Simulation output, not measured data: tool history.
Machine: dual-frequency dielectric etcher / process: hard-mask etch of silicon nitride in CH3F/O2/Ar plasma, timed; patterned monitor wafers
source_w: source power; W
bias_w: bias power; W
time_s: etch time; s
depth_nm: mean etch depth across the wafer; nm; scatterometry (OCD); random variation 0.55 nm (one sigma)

run,hour,source_w,bias_w,time_s,depth_nm
1,0,520,69,140.5,107.17
2,1.4,500,68,140.5,105.8
3,3.2,500,58,140.5,101.27
4,11.3,580,58,140.5,108.35
5,18.1,560,57,140.5,106.91
6,24.2,560,63,140.5,109.28
7,28.3,540,62,140.5,106.26
8,36.8,520,61,140.5,104.04
9,45.3,510,61,140.5,103.52
# hour 51.2: wet clean of the chamber
10,51.2,500,61,140.5,104.73
11,53.2,480,60,140,102.03
12,61.3,470,59,140,101.14

Run 13 comes next. What will it give?
13,69.3,460,58,140,?

{"run 13": {"depth_nm": 99.725}}

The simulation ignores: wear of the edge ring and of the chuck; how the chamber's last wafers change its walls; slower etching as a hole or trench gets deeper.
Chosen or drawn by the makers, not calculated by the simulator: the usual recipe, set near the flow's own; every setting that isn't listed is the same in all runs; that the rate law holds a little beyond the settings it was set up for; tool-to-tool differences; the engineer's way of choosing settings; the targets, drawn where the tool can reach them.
